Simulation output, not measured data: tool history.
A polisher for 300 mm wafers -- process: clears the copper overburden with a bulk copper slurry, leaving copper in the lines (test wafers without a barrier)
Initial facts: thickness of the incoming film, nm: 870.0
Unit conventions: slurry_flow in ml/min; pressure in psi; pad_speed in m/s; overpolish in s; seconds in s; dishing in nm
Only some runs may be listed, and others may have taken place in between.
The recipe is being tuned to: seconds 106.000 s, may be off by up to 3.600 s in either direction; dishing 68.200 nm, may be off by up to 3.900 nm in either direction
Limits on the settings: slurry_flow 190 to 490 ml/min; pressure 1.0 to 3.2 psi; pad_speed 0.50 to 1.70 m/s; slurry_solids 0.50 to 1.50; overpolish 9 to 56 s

run	hour	slurry_flow	pressure	pad_speed	slurry_solids	overpolish	seconds	dishing
1	0.0	315	2.1	1.10	1.00	29	132.890	86.311
2	5.8	315	2.1	1.10	1.00	37	132.430	95.473
3	6.8	260	2.1	1.10	1.00	37	133.830	91.864
4	8.2	260	2.1	1.34	1.00	37	109.840	100.500
5	9.9	260	2.1	1.34	1.00	31	109.910	95.573
6	11.5	250	2.1	1.36	1.00	28	108.630	93.974
7	20.5	240	2.0	1.40	1.00	25	110.200	86.755
8	22.8	235	2.0	1.42	1.00	23	109.910	83.598
9	28.6	230	2.0	1.44	1.00	21	107.690	77.944
10	31.0	230	2.0	1.44	1.00	20	108.890	78.186
11	35.1	230	2.0	1.44	1.00	19	108.680	74.733
12	37.1	230	2.0	1.44	1.00	18	108.280	74.480
13	43.2	230	2.0	1.46	1.00	11	106.920	52.897
14	45.9	235	2.1	1.42	1.00	18	105.550	74.616

Consider the 4 candidate settings below. Which is the only one whose results all fall within their allowed miss of target?
A	48.6	325	2.3	1.42	0.85	14	?	?
B	48.6	255	2.1	1.42	0.95	16	?	?
C	48.6	400	2.6	1.36	0.55	18	?	?
D	48.6	195	2.5	1.20	0.80	16	?	?

move	seconds	dishing
A	98.572	69.034
B	106.090	70.943
C	97.852	82.164
D	114.800	68.822
A: puts the biggest miss on target and leaves a different result outside tolerance
B: every result lands within tolerance
C: further off than the last run
D: puts the biggest miss on target and leaves a different result outside tolerance
Go with B: it meets all targets.

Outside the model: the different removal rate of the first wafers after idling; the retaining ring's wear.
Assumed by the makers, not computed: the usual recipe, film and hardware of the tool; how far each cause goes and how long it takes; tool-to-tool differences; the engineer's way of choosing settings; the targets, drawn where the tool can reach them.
